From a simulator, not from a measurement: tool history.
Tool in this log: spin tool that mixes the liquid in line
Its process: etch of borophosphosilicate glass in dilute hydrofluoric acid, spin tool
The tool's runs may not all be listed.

run	day	temperature setpoint of the liquid (°C)	parts of water to one part of 49 % hydrofluoric acid (parts by volume)	time under the liquid (s)	thickness taken off the borophosphosilicate glass on a monitor wafer (Å)
1	0.000	20.0	250	35	44.736
2	0.138	17.5	250	35	40.488
3	0.383	19.0	245	35	44.288
4	0.483	19.0	295	35	35.042
5	0.508	19.0	295	35	35.214
6	0.696	20.5	280	35	39.171
7	0.867	21.5	265	35	43.986
8	0.992	22.5	255	35	48.124
9	1.171	22.5	255	35	47.809
10	1.488	23.5	250	35	50.588

Run 11 has not been measured yet. What should we expect?
11	1.775	24.0	245	35	?

thickness taken off the borophosphosilicate glass on a monitor wafer (Å): 52.585

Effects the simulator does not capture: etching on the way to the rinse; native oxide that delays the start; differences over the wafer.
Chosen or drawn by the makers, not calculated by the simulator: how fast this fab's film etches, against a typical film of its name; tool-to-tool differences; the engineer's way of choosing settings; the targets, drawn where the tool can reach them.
